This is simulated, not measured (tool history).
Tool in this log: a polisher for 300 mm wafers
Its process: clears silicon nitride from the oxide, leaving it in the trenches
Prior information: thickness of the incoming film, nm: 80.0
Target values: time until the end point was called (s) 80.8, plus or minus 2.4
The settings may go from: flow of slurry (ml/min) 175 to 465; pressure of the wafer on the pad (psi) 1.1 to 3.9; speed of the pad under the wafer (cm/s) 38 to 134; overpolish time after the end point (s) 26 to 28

run,hour,flow of slurry (ml/min),pressure of the wafer on the pad (psi),speed of the pad under the wafer (cm/s),overpolish time after the end point (s),time until the end point was called (s)
1,0,295,2.5,86,26,123.85
2,5.1,295,2.6,86,26,115.34
3,7.4,340,2.6,86,26,116.59
4,13.4,340,2.6,86,28,115.75
5,15.9,340,2,86,28,151.47
6,19.8,340,2.1,86,28,141.65
7,21.4,340,2.2,86,28,136.7
8,26.5,340,2.3,86,28,129.62
9,32.5,340,2.4,86,28,124.32
10,37.8,345,3.1,88,28,96.25
11,39.5,345,3.4,88,28,87.454
12,40.8,345,3.5,88,28,85.671

5 candidate next runs follow, results not yet known. Just one meets every target within its allowed miss. Identify it.
A,42.1,270,3.2,98,28,?
B,42.1,270,3.2,108,28,?
C,42.1,395,3.7,76,26,?
D,42.1,300,3.2,90,26,?
E,42.1,320,3.6,86,26,?

move,time until the end point was called (s)
A,89.127
B,82.419
C,90.736
D,94.204
E,86.48
A: further off than the last run
B: in spec on every target
C: further off than the last run
D: further off than the last run
E: further off than the last run
The move that meets every target is B.
